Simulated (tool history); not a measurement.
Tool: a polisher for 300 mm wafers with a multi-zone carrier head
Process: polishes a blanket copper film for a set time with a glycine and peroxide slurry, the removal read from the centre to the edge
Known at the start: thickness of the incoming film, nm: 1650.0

| run | hour | flow of slurry (ml/min) | pressure of the head's centre zone | pressure of the head's middle zone | pressure of the head's edge zone | polishing time (s) | film removed at the wafer's centre (Å) | film removed at mid-radius (Å) | film removed at the wafer's edge (Å) |
|---|---|---|---|---|---|---|---|---|---|
| 1 | 0.0 | 310 | 1.00 | 1.00 | 1.00 | 71 | 2580.2 | 2493.9 | 2431.3 |
| 2 | 4.8 | 310 | 1.07 | 1.00 | 1.00 | 71 | 2737.8 | 2465.3 | 2428.8 |
| 3 | 7.5 | 375 | 1.07 | 1.00 | 1.00 | 71 | 2768.9 | 2517.7 | 2449.4 |
| 4 | 15.9 | 370 | 1.05 | 1.00 | 1.03 | 73 | 2832.4 | 2591.3 | 2572.8 |
| 5 | 22.4 | 370 | 1.05 | 1.00 | 1.03 | 81 | 3095.9 | 2900.0 | 2817.8 |
| 6 | 27.9 | 370 | 1.05 | 1.00 | 0.99 | 81 | 3129.1 | 2877.1 | 2798.0 |

Forecast run 7:
| 7 | 33.3 | 370 | 1.03 | 0.99 | 1.02 | 82 | ? | ? | ? |

{"run 7": {"film removed at the wafer's centre (Å)": 3104.4, "film removed at mid-radius (Å)": 2915.3, "film removed at the wafer's edge (Å)": 2844.1}}

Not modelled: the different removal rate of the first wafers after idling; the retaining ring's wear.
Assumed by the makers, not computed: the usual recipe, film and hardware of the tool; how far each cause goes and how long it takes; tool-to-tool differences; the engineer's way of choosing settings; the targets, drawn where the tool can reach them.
